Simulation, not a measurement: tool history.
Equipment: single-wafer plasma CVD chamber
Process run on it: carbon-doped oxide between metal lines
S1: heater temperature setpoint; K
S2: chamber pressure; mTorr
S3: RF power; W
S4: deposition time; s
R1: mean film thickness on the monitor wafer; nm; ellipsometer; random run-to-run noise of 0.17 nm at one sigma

Run 1, hour 0.0: S1 638.15 K, S2 5120 mTorr, S3 465 W, S4 8.6 s. Result: R1 35.460 nm.
Run 2, hour 7.8: S1 640.15 K, S2 4840 mTorr, S3 445 W, S4 8.6 s. Result: R1 32.861 nm.
Run 3, hour 9.6: S1 644.15 K, S2 4690 mTorr, S3 445 W, S4 8.6 s. Result: R1 32.624 nm.
Run 4, hour 18.0: S1 646.15 K, S2 4410 mTorr, S3 440 W, S4 8.6 s. Result: R1 31.686 nm.
Run 5, hour 20.6: S1 648.15 K, S2 4230 mTorr, S3 440 W, S4 8.6 s. Result: R1 31.534 nm.
Run 6, hour 21.5: S1 648.15 K, S2 4230 mTorr, S3 440 W, S4 8.6 s. Result: R1 31.466 nm.
Run 7, hour 22.7: S1 649.15 K, S2 4050 mTorr, S3 435 W, S4 8.6 s. Result: R1 30.996 nm.

What will run 8 give?
Run 8, hour 26.9: S1 650.15 K, S2 3930 mTorr, S3 435 W, S4 8.6 s. Result: R1 ?.

{"run 8": {"R1": 30.655}}

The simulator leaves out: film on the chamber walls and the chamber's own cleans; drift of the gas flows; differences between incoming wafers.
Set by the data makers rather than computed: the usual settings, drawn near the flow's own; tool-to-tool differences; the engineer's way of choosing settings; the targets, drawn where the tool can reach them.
